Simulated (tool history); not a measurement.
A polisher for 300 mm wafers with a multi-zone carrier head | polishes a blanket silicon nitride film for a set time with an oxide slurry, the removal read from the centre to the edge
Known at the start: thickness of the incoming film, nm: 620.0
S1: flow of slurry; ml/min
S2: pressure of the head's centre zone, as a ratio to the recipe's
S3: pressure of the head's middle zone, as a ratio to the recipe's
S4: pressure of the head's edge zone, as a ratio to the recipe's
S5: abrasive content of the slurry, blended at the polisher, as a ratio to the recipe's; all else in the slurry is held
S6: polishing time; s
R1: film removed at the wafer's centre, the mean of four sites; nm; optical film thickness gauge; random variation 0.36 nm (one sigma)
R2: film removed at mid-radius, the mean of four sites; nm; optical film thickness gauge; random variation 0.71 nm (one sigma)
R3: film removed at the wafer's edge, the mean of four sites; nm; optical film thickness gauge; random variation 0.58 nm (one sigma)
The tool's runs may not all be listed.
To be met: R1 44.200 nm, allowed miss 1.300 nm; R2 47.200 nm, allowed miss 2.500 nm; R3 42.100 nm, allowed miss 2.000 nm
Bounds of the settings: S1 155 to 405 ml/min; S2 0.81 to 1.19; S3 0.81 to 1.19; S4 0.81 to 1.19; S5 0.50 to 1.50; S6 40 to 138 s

run  hour   S1    S2    S3    S4    S5  S6      R1      R2      R3
  1   0.0  260  1.00  1.00  1.00  1.00  88  67.201  64.720  65.812
  2   7.5  260  0.99  1.01  0.97  0.90  85  60.350  58.451  57.607
  3  14.0  260  0.99  1.01  1.02  0.90  85  59.820  60.073  60.220
  4  22.2  260  0.99  1.01  1.02  0.70  85  48.412  47.974  47.213
  5  22.9  260  0.99  1.01  1.05  0.70  85  48.179  48.634  48.027
  6  25.7  260  0.99  1.01  1.05  0.90  85  60.649  60.461  59.665
  7  29.3  265  0.99  1.03  1.02  0.85  85  58.012  56.393  56.968
  8  30.4  250  0.99  0.99  1.00  0.85  85  56.834  57.299  56.511
  9  34.3  245  0.98  1.01  0.97  0.80  85  53.037  55.574  51.643
 10  36.9  250  0.98  1.01  0.96  0.75  85  51.193  50.546  49.659
 11  44.0  235  0.98  1.02  0.95  0.70  85  46.966  46.912  47.036
 12  48.2  225  1.00  1.12  0.85  0.70  83  47.296  49.854  42.128

Which of these 5 next moves meets every target?
  A  52.4  295  1.07  1.13  0.81  0.90  60   ?   ?   ?
  B  52.4  185  0.94  1.04  0.81  0.85  73   ?   ?   ?
  C  52.4  195  1.02  1.04  0.82  0.65  90   ?   ?   ?
  D  52.4  285  1.04  1.15  0.88  0.65  86   ?   ?   ?
  E  52.4  265  0.95  1.14  0.82  0.60  88   ?   ?   ?

move      R1      R2      R3
   A  46.538  45.818  37.163
   B  44.557  46.946  41.516
   C  47.325  45.856  40.694
   D  48.690  50.095  41.510
   E  41.193  46.150  37.418
A: as far off as the last run
B: meets every target
C: as far off as the last run
D: further off than the last run
E: takes the result that was furthest off past its target
Move B is the one to make.

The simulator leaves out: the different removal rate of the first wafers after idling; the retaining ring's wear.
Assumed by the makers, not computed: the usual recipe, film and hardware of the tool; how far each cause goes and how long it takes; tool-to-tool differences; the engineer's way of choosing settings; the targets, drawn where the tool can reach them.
